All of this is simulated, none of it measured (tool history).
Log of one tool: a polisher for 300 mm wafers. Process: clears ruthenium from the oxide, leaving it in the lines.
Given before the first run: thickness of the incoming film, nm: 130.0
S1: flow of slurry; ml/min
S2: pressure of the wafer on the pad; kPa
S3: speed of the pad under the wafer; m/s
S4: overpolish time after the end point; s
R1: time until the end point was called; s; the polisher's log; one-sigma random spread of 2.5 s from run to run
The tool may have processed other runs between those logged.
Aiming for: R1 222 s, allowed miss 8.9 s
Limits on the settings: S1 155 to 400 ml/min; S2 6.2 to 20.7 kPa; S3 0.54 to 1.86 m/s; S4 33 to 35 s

Run 1, hour 0: S1 255 ml/min, S2 13.1 kPa, S3 1.18 m/s, S4 33 s. Result: R1 124.63 s.
Run 2, hour 1.8: S1 225 ml/min, S2 13.1 kPa, S3 1.18 m/s, S4 33 s. Result: R1 127.58 s.
Run 3, hour 3.6: S1 190 ml/min, S2 13.1 kPa, S3 1.18 m/s, S4 33 s. Result: R1 131.21 s.
Run 4, hour 5.2: S1 220 ml/min, S2 13.1 kPa, S3 1.18 m/s, S4 33 s. Result: R1 125.16 s.
Run 5, hour 12.6: S1 220 ml/min, S2 13.1 kPa, S3 1.18 m/s, S4 33 s. Result: R1 125.42 s.
Run 6, hour 20.9: S1 215 ml/min, S2 11 kPa, S3 1.16 m/s, S4 33 s. Result: R1 147.48 s.
Run 7, hour 22.7: S1 210 ml/min, S2 9.7 kPa, S3 1.12 m/s, S4 33 s. Result: R1 160.58 s.
Run 8, hour 30.5: S1 210 ml/min, S2 6.2 kPa, S3 0.9 m/s, S4 33 s. Result: R1 251.56 s.
Run 9, hour 37.2: S1 210 ml/min, S2 6.9 kPa, S3 0.9 m/s, S4 33 s. Result: R1 241.22 s.
Run 10, hour 38.8: S1 210 ml/min, S2 6.9 kPa, S3 0.9 m/s, S4 33 s. Result: R1 246.14 s.

Consider the 4 candidate settings below. Which is the only one whose results all fall within their allowed miss of target?
Run A, hour 40.4: S1 215 ml/min, S2 8.3 kPa, S3 0.86 m/s, S4 33 s. Result: R1 ?.
Run B, hour 40.4: S1 230 ml/min, S2 6.2 kPa, S3 0.84 m/s, S4 33 s. Result: R1 ?.
Run C, hour 40.4: S1 185 ml/min, S2 6.9 kPa, S3 0.84 m/s, S4 35 s. Result: R1 ?.
Run D, hour 40.4: S1 190 ml/min, S2 6.9 kPa, S3 0.8 m/s, S4 33 s. Result: R1 ?.

move      R1
   A  223.13
   B  263.73
   C  260.14
   D  269.18
A: all results land within tolerance of their targets
B: the biggest miss grows against the last run
C: the biggest miss grows against the last run
D: the biggest miss grows against the last run
The move that meets every target is A.
